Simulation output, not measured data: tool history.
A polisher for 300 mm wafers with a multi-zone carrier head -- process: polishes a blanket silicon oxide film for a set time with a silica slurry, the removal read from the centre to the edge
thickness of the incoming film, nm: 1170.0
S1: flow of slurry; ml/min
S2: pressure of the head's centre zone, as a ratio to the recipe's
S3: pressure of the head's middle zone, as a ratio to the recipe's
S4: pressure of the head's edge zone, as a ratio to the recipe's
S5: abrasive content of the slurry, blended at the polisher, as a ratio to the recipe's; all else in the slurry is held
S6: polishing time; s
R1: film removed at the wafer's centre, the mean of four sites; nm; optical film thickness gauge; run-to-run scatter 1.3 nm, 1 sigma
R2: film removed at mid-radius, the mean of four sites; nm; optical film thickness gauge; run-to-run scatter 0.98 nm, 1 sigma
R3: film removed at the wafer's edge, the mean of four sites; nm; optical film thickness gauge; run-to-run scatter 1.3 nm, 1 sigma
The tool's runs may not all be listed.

Run 1, day 0: S1 145 ml/min, S2 1, S3 1, S4 1, S5 1, S6 70 s. Result: R1 173.14 nm, R2 176.54 nm, R3 184.58 nm.
Run 2, day 0.329: S1 145 ml/min, S2 1, S3 1.06, S4 1, S5 1, S6 70 s. Result: R1 174.93 nm, R2 187.66 nm, R3 182.53 nm.
Run 3, day 0.608: S1 165 ml/min, S2 1, S3 1.06, S4 1, S5 1, S6 70 s. Result: R1 181.52 nm, R2 190.02 nm, R3 180.55 nm.
Run 4, day 0.829: S1 175 ml/min, S2 1.01, S3 1.02, S4 0.99, S5 0.9, S6 67 s. Result: R1 160.34 nm, R2 164.29 nm, R3 159.1 nm.
Run 5, day 0.879: S1 175 ml/min, S2 1.03, S3 0.98, S4 0.98, S5 0.85, S6 67 s. Result: R1 157.75 nm, R2 151.91 nm, R3 155.92 nm.
Run 6, day 0.946: S1 180 ml/min, S2 1.04, S3 0.95, S4 0.96, S5 0.8, S6 67 s. Result: R1 152.12 nm, R2 139.31 nm, R3 141.29 nm.
Run 7, day 1.254: S1 175 ml/min, S2 1.03, S3 0.92, S4 0.94, S5 0.8, S6 67 s. Result: R1 145.99 nm, R2 136.39 nm, R3 140.35 nm.
Run 8, day 1.546: S1 175 ml/min, S2 1.03, S3 0.92, S4 0.94, S5 0.8, S6 67 s. Result: R1 149.66 nm, R2 136.62 nm, R3 143.52 nm.
Run 9, day 1.588: S1 175 ml/min, S2 1.03, S3 0.9, S4 0.93, S5 0.75, S6 67 s. Result: R1 139.18 nm, R2 123.83 nm, R3 131.96 nm.
Run 10, day 1.875: S1 165 ml/min, S2 1.03, S3 0.89, S4 0.92, S5 0.75, S6 67 s. Result: R1 135.77 nm, R2 120.46 nm, R3 133.6 nm.
Run 11, day 1.933: S1 165 ml/min, S2 1.08, S3 0.86, S4 0.87, S5 0.55, S6 66 s. Result: R1 93.045 nm, R2 77.996 nm, R3 83.172 nm.
Run 12, day 2.075: S1 205 ml/min, S2 1.12, S3 0.93, S4 0.97, S5 0.55, S6 65 s. Result: R1 97.134 nm, R2 81.928 nm, R3 86.303 nm.
Run 13, day 2.396: S1 210 ml/min, S2 1.1, S3 0.91, S4 0.96, S5 0.6, S6 65 s. Result: R1 109.91 nm, R2 95.976 nm, R3 102.27 nm.
Run 14, day 2.467: S1 225 ml/min, S2 1.1, S3 0.81, S4 0.9, S5 0.6, S6 66 s. Result: R1 114.25 nm, R2 89.121 nm, R3 97.511 nm.
Run 15, day 2.65: S1 225 ml/min, S2 1.09, S3 0.81, S4 0.91, S5 0.6, S6 66 s. Result: R1 114.31 nm, R2 87.303 nm, R3 99.867 nm.
Run 16, day 2.992: S1 225 ml/min, S2 1.07, S3 0.81, S4 0.91, S5 0.6, S6 66 s. Result: R1 112.39 nm, R2 89.443 nm, R3 100.46 nm.
Run 17, day 3.125: S1 225 ml/min, S2 1.07, S3 0.82, S4 0.92, S5 0.6, S6 66 s. Result: R1 110.49 nm, R2 87.092 nm, R3 101.97 nm.
Run 18, day 3.462: S1 220 ml/min, S2 1.12, S3 0.92, S4 0.95, S5 0.85, S6 67 s. Result: R1 176.36 nm, R2 144.72 nm, R3 152.98 nm.
Run 19, day 3.629: S1 210 ml/min, S2 1.12, S3 0.91, S4 0.96, S5 0.8, S6 67 s. Result: R1 165.94 nm, R2 135.4 nm, R3 142.21 nm.
Run 20, day 3.929: S1 210 ml/min, S2 1.1, S3 0.89, S4 0.95, S5 0.8, S6 67 s. Result: R1 163.96 nm, R2 133.63 nm, R3 144.34 nm.
Run 21, day 3.962: S1 170 ml/min, S2 1.05, S3 0.84, S4 0.86, S5 0.6, S6 67 s. Result: R1 107.97 nm, R2 90.333 nm, R3 94.502 nm.
Run 22, day 4.212: S1 175 ml/min, S2 1.04, S3 0.84, S4 0.87, S5 0.6, S6 67 s. Result: R1 106.46 nm, R2 91.181 nm, R3 99.334 nm.

Run 23 has not been measured yet. What should we expect?
Run 23, day 4.275: S1 180 ml/min, S2 1.04, S3 0.84, S4 0.88, S5 0.6, S6 67 s. Result: R1 ?, R2 ?, R3 ?.

Run 23 gave R1 104.92 nm, R2 89.091 nm, R3 98.105 nm.
